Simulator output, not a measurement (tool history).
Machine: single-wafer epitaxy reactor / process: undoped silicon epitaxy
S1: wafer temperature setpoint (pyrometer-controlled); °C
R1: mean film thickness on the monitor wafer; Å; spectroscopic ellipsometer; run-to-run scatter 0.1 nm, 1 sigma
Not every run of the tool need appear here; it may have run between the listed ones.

Run 1, hour 0.0: S1 630 °C, deposition time (s) 187. Result: R1 191.82 Å.
Run 2, hour 5.3: S1 632 °C, deposition time (s) 187. Result: R1 201.36 Å.
Run 3, hour 10.0: S1 624 °C, deposition time (s) 187. Result: R1 170.47 Å.
Run 4, hour 17.4: S1 627 °C, deposition time (s) 188. Result: R1 182.60 Å.
Run 5, hour 20.4: S1 627 °C, deposition time (s) 166. Result: R1 161.05 Å.
Run 6, hour 26.5: S1 627 °C, deposition time (s) 157. Result: R1 151.79 Å.
Run 7, hour 32.9: S1 631 °C, deposition time (s) 158. Result: R1 165.59 Å.
Run 8, hour 37.5: S1 635 °C, deposition time (s) 159. Result: R1 180.58 Å.
Run 9, hour 38.9: S1 638 °C, deposition time (s) 159. Result: R1 192.83 Å.
Run 10, hour 40.1: S1 638 °C, deposition time (s) 159. Result: R1 191.94 Å.

The next listed run, before its measurement:
Run 11, hour 46.2: S1 640 °C, deposition time (s) 159. Result: R1 ?.

Run 11 yielded R1 201.52 Å.

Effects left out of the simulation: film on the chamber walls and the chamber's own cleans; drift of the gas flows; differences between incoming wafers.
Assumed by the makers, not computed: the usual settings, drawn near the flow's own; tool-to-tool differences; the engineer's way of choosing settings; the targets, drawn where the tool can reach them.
